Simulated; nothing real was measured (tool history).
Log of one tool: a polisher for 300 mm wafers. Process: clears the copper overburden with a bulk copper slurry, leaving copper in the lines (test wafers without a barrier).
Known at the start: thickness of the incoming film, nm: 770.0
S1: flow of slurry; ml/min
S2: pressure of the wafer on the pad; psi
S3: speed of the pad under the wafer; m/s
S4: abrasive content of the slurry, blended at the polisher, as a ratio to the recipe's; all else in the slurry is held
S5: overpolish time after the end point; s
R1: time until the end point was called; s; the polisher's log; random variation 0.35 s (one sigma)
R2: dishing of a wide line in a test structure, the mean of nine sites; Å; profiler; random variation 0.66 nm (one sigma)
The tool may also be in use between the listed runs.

| run | hour | S1 | S2 | S3 | S4 | S5 | R1 | R2 |
|---|---|---|---|---|---|---|---|---|
| 1 | 0 | 220 | 3.2 | 1.3 | 1 | 29 | 49.851 | 629.05 |
| 2 | 3.3 | 195 | 3.2 | 1.3 | 1 | 29 | 51.196 | 634.72 |
| 3 | 9.1 | 195 | 3.2 | 1.3 | 1.1 | 29 | 50.052 | 622.89 |
| 4 | 13.8 | 195 | 3.9 | 1.3 | 1.1 | 29 | 41.784 | 657.15 |
| 5 | 19.5 | 155 | 3.9 | 1.3 | 1.1 | 29 | 42.416 | 658.18 |
| 6 | 25.9 | 155 | 3.9 | 1.3 | 1.1 | 17 | 42.553 | 635.7 |
| 7 | 29.3 | 155 | 4 | 1.32 | 1.1 | 16 | 40.793 | 653.36 |
| 8 | 32.4 | 155 | 4.1 | 1.34 | 1.15 | 15 | 38.84 | 638.26 |
| 9 | 34.3 | 155 | 4.1 | 1.34 | 1.15 | 15 | 38.287 | 642.36 |
| 10 | 36.9 | 155 | 4.2 | 1.34 | 1.15 | 14 | 37.5 | 640.82 |
| 11 | 42.4 | 155 | 4.3 | 1.34 | 1.15 | 14 | 37.138 | 638.54 |
| 12 | 50.9 | 155 | 4.4 | 1.34 | 1.15 | 14 | 36.549 | 645.77 |

Forecast run 13:
| 13 | 59.6 | 155 | 4.5 | 1.36 | 1.15 | 14 | ? | ? |

R1: 35.308 s
R2: 650.79 Å

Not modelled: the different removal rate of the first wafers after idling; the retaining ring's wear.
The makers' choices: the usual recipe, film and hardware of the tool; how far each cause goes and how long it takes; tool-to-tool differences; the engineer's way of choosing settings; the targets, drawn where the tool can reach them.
